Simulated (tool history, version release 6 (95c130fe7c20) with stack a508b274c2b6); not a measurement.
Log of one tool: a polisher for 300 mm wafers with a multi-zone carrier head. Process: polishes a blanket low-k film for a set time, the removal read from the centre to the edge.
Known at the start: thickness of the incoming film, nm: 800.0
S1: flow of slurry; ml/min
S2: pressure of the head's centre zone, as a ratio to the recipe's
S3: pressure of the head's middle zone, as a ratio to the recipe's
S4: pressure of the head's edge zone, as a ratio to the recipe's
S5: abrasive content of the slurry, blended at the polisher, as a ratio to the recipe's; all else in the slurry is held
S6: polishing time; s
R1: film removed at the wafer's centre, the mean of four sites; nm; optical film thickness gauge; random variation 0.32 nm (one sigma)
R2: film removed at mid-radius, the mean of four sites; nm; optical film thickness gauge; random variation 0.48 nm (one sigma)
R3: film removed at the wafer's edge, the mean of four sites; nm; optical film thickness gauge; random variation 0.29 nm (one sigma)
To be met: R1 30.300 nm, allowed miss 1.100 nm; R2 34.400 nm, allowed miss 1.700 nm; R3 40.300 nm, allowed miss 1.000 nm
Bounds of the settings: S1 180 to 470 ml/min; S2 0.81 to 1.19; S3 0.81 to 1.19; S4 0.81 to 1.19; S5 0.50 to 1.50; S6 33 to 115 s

{"run": 1, "hour": 0.0, "S1": 300, "S2": 1.0, "S3": 1.0, "S4": 1.0, "S5": 1.0, "S6": 73, "R1": 25.494, "R2": 26.218, "R3": 27.113}
{"run": 2, "hour": 1.2, "S1": 300, "S2": 0.97, "S3": 0.99, "S4": 1.04, "S5": 1.1, "S6": 74, "R1": 26.069, "R2": 27.63, "R3": 29.437}
{"run": 3, "hour": 3.1, "S1": 300, "S2": 0.97, "S3": 0.99, "S4": 1.04, "S5": 1.1, "S6": 88, "R1": 31.801, "R2": 32.982, "R3": 34.252}
{"run": 4, "hour": 6.6, "S1": 330, "S2": 0.97, "S3": 0.99, "S4": 1.04, "S5": 1.1, "S6": 88, "R1": 32.299, "R2": 32.351, "R3": 35.136}
{"run": 5, "hour": 12.5, "S1": 330, "S2": 0.97, "S3": 0.99, "S4": 1.04, "S5": 1.3, "S6": 88, "R1": 35.051, "R2": 34.842, "R3": 38.208}
{"run": 6, "hour": 14.6, "S1": 330, "S2": 0.94, "S3": 0.98, "S4": 1.06, "S5": 1.3, "S6": 88, "R1": 33.592, "R2": 35.521, "R3": 38.623}
{"run": 7, "hour": 21.2, "S1": 330, "S2": 0.94, "S3": 0.98, "S4": 1.06, "S5": 1.3, "S6": 88, "R1": 33.859, "R2": 34.733, "R3": 38.745}
{"run": 8, "hour": 22.2, "S1": 330, "S2": 0.92, "S3": 0.98, "S4": 1.07, "S5": 1.3, "S6": 88, "R1": 33.652, "R2": 34.637, "R3": 38.91}
{"run": 9, "hour": 27.2, "S1": 325, "S2": 0.9, "S3": 0.99, "S4": 1.09, "S5": 1.3, "S6": 88, "R1": 32.813, "R2": 35.709, "R3": 38.855}

4 next moves are on the table. One of them brings every result within its allowed miss. Which?
{"run": "A", "hour": 32.2, "S1": 290, "S2": 0.81, "S3": 0.98, "S4": 1.05, "S5": 1.45, "S6": 89, "R1": "?", "R2": "?", "R3": "?"}
{"run": "B", "hour": 32.2, "S1": 340, "S2": 0.9, "S3": 0.96, "S4": 1.08, "S5": 1.2, "S6": 89, "R1": "?", "R2": "?", "R3": "?"}
{"run": "C", "hour": 32.2, "S1": 390, "S2": 0.98, "S3": 0.85, "S4": 1.09, "S5": 1.4, "S6": 86, "R1": "?", "R2": "?", "R3": "?"}
{"run": "D", "hour": 32.2, "S1": 325, "S2": 0.83, "S3": 0.93, "S4": 1.13, "S5": 1.45, "S6": 86, "R1": "?", "R2": "?", "R3": "?"}

move=A R1=30.152 R2=37.193 R3=39.774
move=B R1=31.258 R2=34.010 R3=37.431
move=C R1=35.743 R2=32.238 R3=39.412
move=D R1=30.202 R2=34.755 R3=40.233
A: brings the result that was furthest off to its target, and leaves another outside
B: brings the result that was furthest off to its target, and leaves another outside
C: further off than the last run
D: meets every target
Move D is the one to make.
